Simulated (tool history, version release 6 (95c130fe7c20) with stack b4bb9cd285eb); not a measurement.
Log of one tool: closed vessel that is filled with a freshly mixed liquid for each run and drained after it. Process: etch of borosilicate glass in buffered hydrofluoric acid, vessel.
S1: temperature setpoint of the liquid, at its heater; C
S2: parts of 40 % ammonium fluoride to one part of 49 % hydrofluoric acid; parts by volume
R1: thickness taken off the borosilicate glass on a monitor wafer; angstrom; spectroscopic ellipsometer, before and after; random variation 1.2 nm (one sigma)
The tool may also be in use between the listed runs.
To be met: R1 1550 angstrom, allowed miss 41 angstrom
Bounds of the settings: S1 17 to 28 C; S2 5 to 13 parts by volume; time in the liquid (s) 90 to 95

run 1 hour=0 | S1=20 S2=8 time_in_the_liquid_(s)=90 | R1=1175.7
run 2 hour=2.5 | S1=21 S2=8 time_in_the_liquid_(s)=90 | R1=1241
run 3 hour=8 | S1=17.5 S2=8 time_in_the_liquid_(s)=90 | R1=1013.3
run 4 hour=16.8 | S1=17.5 S2=8 time_in_the_liquid_(s)=95 | R1=1066.9
run 5 hour=24.4 | S1=19 S2=8 time_in_the_liquid_(s)=95 | R1=1167
run 6 hour=31.4 | S1=17 S2=8 time_in_the_liquid_(s)=95 | R1=1048.9
run 7 hour=32.3 | S1=18 S2=8 time_in_the_liquid_(s)=95 | R1=1099.4
run 8 hour=38.8 | S1=19 S2=8 time_in_the_liquid_(s)=95 | R1=1181.2
run 9 hour=41.2 | S1=19.5 S2=8 time_in_the_liquid_(s)=95 | R1=1193.3
run 10 hour=47 | S1=20.5 S2=8 time_in_the_liquid_(s)=95 | R1=1259.8

Which of these 4 next moves meets every target?
run A hour=52.8 | S1=19.5 S2=9 time_in_the_liquid_(s)=95 | R1=?
run B hour=52.8 | S1=17.5 S2=5.5 time_in_the_liquid_(s)=95 | R1=?
run C hour=52.8 | S1=19.5 S2=8 time_in_the_liquid_(s)=90 | R1=?
run D hour=52.8 | S1=20.5 S2=10 time_in_the_liquid_(s)=90 | R1=?

move=A R1=1041.5
move=B R1=1531.6
move=C R1=1124
move=D R1=973.6
A: further off than the last run
B: meets every target
C: further off than the last run
D: further off than the last run
Answer: B
